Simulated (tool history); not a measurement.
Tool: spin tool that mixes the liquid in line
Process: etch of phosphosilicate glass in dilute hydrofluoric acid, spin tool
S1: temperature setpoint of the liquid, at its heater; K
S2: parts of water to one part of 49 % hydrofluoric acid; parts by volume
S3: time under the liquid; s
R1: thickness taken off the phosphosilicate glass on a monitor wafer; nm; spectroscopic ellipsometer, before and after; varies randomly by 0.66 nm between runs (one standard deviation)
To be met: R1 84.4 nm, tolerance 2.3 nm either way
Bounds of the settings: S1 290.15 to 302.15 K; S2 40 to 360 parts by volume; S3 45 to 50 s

run,hour,S1,S2,S3,R1
1,0,294.15,200,45,28.945
2,7.9,295.65,170,45,37.842
3,13.9,295.65,200,45,30.747
4,16.5,295.65,165,45,38.748
5,23.2,297.15,145,45,47.852
6,25,298.15,135,45,53.979
7,27.3,299.15,125,45,61.546
8,30,299.65,120,45,64.529
9,38.7,299.65,120,45,65.119
10,40.1,302.15,85,45,106.59
11,47.2,301.65,85,45,104.72

Which one of the following 5 next-run settings gets every result inside its allowed miss? There is exactly one.
A,54.3,301.15,90,45,?
B,54.3,302.15,75,50,?
C,54.3,299.65,70,45,?
D,54.3,300.65,115,45,?
E,54.3,296.65,95,50,?

move,R1
A,97.136
B,137.48
C,121.05
D,72.131
E,85.152
A: closer than the last run, but not yet in spec
B: moves away from the targets compared with the last run
C: moves away from the targets compared with the last run
D: pushes the last run's worst result past its target
E: all results land within tolerance of their targets
Answer: E
